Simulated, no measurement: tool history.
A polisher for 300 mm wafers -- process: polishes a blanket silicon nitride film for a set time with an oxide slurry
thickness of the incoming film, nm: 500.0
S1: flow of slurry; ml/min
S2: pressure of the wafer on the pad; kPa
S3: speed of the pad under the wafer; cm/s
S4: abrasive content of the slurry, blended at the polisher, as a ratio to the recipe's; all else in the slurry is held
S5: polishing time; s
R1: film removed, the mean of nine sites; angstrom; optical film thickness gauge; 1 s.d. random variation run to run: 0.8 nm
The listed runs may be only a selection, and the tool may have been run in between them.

{"run": 1, "day": 0.0, "S1": 230, "S2": 21.4, "S3": 122, "S4": 1.0, "S5": 85, "R1": 574.73}
{"run": 2, "day": 0.267, "S1": 230, "S2": 21.4, "S3": 122, "S4": 1.0, "S5": 89, "R1": 611.8}
{"run": 3, "day": 0.538, "S1": 235, "S2": 23.4, "S3": 122, "S4": 1.0, "S5": 89, "R1": 678.29}
{"run": 4, "day": 0.762, "S1": 235, "S2": 28.3, "S3": 122, "S4": 1.0, "S5": 89, "R1": 805.72}
{"run": 5, "day": 0.921, "S1": 235, "S2": 28.3, "S3": 122, "S4": 0.9, "S5": 89, "R1": 761.39}
{"run": 6, "day": 1.208, "S1": 235, "S2": 28.3, "S3": 122, "S4": 0.9, "S5": 85, "R1": 730.86}

Estimate the outcome of run 7 from the log above:
{"run": 7, "day": 1.312, "S1": 240, "S2": 29.6, "S3": 122, "S4": 0.9, "S5": 85, "R1": "?"}

R1: 771.19 angstrom
